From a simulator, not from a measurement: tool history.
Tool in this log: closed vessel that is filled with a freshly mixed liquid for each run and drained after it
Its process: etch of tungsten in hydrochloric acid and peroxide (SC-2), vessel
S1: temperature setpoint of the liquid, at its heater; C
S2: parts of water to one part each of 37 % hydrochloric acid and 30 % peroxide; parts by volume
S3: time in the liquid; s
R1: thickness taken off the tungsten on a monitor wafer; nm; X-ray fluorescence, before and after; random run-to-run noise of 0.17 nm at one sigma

{"run": 1, "day": 0.0, "S1": 56.0, "S2": 8.0, "S3": 95, "R1": 62.516}
{"run": 2, "day": 0.075, "S1": 55.0, "S2": 8.0, "S3": 95, "R1": 58.721}
{"run": 3, "day": 0.175, "S1": 54.0, "S2": 8.0, "S3": 95, "R1": 54.442}
{"run": 4, "day": 0.438, "S1": 54.0, "S2": 8.0, "S3": 95, "R1": 54.557}
{"run": 5, "day": 0.529, "S1": 53.0, "S2": 8.0, "S3": 95, "R1": 51.465}
{"run": 6, "day": 0.654, "S1": 52.0, "S2": 8.0, "S3": 95, "R1": 48.27}
{"run": 7, "day": 0.812, "S1": 51.0, "S2": 8.0, "S3": 95, "R1": 44.968}
{"run": 8, "day": 1.15, "S1": 51.0, "S2": 8.0, "S3": 95, "R1": 44.819}
{"run": 9, "day": 1.279, "S1": 50.5, "S2": 8.0, "S3": 95, "R1": 43.366}

Run 10 comes next. What will it give?
{"run": 10, "day": 1.383, "S1": 44.5, "S2": 8.0, "S3": 95, "R1": "?"}

Logged for run 10: R1 29.018 nm.
